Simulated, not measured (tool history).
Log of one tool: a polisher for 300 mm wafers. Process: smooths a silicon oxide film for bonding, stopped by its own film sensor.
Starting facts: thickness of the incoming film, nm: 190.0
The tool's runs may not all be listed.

run,hour,flow of slurry (ml/min),pressure of the wafer on the pad (psi),speed of the pad under the wafer (m/s),abrasive content of the slurry,target thickness at which the film sensor stops the polish (angstrom),time until the film sensor stopped the polish (s)
1,0.0,185,2.4,1.04,1.0,1440,65.012
2,6.6,185,2.4,1.04,0.9,1440,66.484
3,14.6,185,2.2,1.04,0.9,1440,72.848
4,21.1,185,2.2,1.04,0.8,1440,76.330
# hour 26.3: worn pad replaced by a new one
5,26.3,185,2.5,1.04,0.8,1440,58.764
6,31.6,185,2.5,1.04,0.8,1420,61.876

For run 7, what comes out?
7,33.6,170,1.9,1.00,0.8,1420,?

{"run 7": {"time until the film sensor stopped the polish (s)": 84.418}}

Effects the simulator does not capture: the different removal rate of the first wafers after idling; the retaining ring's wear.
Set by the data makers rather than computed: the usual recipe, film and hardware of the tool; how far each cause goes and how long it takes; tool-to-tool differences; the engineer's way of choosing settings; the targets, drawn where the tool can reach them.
